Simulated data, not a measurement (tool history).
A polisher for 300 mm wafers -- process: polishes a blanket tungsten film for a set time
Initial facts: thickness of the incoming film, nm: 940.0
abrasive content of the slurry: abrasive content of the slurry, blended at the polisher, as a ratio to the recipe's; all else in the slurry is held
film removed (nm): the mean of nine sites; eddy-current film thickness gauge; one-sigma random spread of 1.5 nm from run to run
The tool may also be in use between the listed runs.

run,hour,flow of slurry (ml/min),pressure of the wafer on the pad (psi),speed of the pad under the wafer (m/s),abrasive content of the slurry,polishing time (s),film removed (nm)
1,0,155,2.3,1.24,1,54,216.79
2,3.5,150,2.2,1.24,1,54,200.65
3,8.8,145,2.1,1.24,1,54,195.53
4,12.2,145,2.1,1.24,1,57,200.99
5,16.5,145,2.1,1.44,1,57,226.1
6,25.4,145,1.7,1.44,1,57,185.81
7,29.2,140,1.6,1.44,1,57,174
# hour 31.9: worn pad replaced by a new one
8,31.9,135,1.6,1.44,1,57,182.16

What does the tool deliver on the next run?
9,36.9,135,1.5,1.44,1,57,?

{"run 9": {"film removed (nm)": 171.83}}

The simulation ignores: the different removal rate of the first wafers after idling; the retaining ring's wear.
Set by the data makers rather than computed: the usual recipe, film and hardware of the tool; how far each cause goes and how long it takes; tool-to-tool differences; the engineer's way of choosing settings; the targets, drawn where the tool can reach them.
